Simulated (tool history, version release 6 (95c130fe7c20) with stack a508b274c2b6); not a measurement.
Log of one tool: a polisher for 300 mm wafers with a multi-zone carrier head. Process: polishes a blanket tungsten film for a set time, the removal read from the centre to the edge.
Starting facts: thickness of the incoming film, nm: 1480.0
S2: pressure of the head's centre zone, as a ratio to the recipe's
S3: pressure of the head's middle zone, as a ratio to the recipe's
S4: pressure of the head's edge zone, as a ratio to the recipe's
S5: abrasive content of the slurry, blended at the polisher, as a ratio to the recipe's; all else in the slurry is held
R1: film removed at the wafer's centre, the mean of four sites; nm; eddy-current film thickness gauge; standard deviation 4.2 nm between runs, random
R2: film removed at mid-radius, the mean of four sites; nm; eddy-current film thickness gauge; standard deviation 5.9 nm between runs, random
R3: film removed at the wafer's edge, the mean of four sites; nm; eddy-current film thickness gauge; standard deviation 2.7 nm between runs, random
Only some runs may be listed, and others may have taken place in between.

run 1 hour=0.0 | flow_of_slurry_(ml/min)=250 S2=1.00 S3=1.00 S4=1.00 S5=1.0 polishing_time_(s)=57 | R1=417.45 R2=428.54 R3=423.19
run 2 hour=3.3 | flow_of_slurry_(ml/min)=250 S2=1.00 S3=1.00 S4=1.00 S5=0.9 polishing_time_(s)=57 | R1=409.73 R2=411.24 R3=406.75
run 3 hour=11.4 | flow_of_slurry_(ml/min)=225 S2=1.00 S3=1.00 S4=1.00 S5=0.9 polishing_time_(s)=57 | R1=402.43 R2=399.36 R3=404.25
run 4 hour=18.6 | flow_of_slurry_(ml/min)=240 S2=1.02 S3=1.01 S4=0.99 S5=0.9 polishing_time_(s)=57 | R1=415.07 R2=407.01 R3=405.05
run 5 hour=20.0 | flow_of_slurry_(ml/min)=255 S2=1.03 S3=1.02 S4=0.98 S5=0.9 polishing_time_(s)=57 | R1=423.31 R2=424.93 R3=408.69
run 6 hour=25.8 | flow_of_slurry_(ml/min)=265 S2=1.04 S3=1.02 S4=0.97 S5=0.9 polishing_time_(s)=57 | R1=431.72 R2=419.89 R3=403.25
run 7 hour=27.3 | flow_of_slurry_(ml/min)=275 S2=1.05 S3=1.03 S4=0.97 S5=0.9 polishing_time_(s)=57 | R1=432.00 R2=414.23 R3=407.25

Forecast run 8:
run 8 hour=34.9 | flow_of_slurry_(ml/min)=280 S2=1.06 S3=1.05 S4=0.96 S5=0.9 polishing_time_(s)=57 | R1=? R2=? R3=?

{"run 8": {"R1": 443.21, "R2": 418.53, "R3": 406.42}}
